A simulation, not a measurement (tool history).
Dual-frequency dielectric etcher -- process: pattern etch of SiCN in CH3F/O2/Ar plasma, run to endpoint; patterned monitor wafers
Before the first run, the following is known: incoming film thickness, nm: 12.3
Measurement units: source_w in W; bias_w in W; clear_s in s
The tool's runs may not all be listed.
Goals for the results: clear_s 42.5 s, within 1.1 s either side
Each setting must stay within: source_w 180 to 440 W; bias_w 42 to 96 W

run  hour  source_w  bias_w  clear_s
  1     0       310      69   35.842
  2   3.6       280      69   36.937
  3   6.9       330      69   34.412
  4  15.6       380      69   33.066
  5  18.6       380      76     31.8
  6  22.9       380      87   29.404
  7  24.7       330      79   32.446
  8  30.2       300      73   35.132
  9  34.8       270      69   37.141

Consider the 5 candidate settings below. Which is the only one whose results all fall within their allowed miss of target?
  A  39.4       260      65        ?
  B  39.4       280      59        ?
  C  39.4       230      59        ?
  D  39.4       210      69        ?
  E  39.4       280      62        ?

move  clear_s
   A   39.313
   B   40.351
   C   43.258
   D   40.994
   E   39.283
A: nearer than the last run, and not there yet
B: nearer than the last run, and not there yet
C: all results in spec
D: nearer than the last run, and not there yet
E: nearer than the last run, and not there yet
The move that meets every target is C.
